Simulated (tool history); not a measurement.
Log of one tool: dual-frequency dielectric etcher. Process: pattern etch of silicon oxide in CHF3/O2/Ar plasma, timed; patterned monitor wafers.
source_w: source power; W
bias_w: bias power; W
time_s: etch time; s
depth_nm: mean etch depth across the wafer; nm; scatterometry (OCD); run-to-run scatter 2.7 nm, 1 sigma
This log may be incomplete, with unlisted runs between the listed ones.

run,hour,source_w,bias_w,time_s,depth_nm
1,0,570,235,564,1072.8
2,5.7,570,235,564,1064.6
3,6.6,550,233,564,1053.2
4,15.1,530,231,564,1041
5,22.7,510,228,564,1018
6,28.6,590,228,564,1064.3
7,35.6,480,203,564,955.05

For run 8, what comes out?
8,38.1,470,203,564,?

{"run 8": {"depth_nm": 949.59}}

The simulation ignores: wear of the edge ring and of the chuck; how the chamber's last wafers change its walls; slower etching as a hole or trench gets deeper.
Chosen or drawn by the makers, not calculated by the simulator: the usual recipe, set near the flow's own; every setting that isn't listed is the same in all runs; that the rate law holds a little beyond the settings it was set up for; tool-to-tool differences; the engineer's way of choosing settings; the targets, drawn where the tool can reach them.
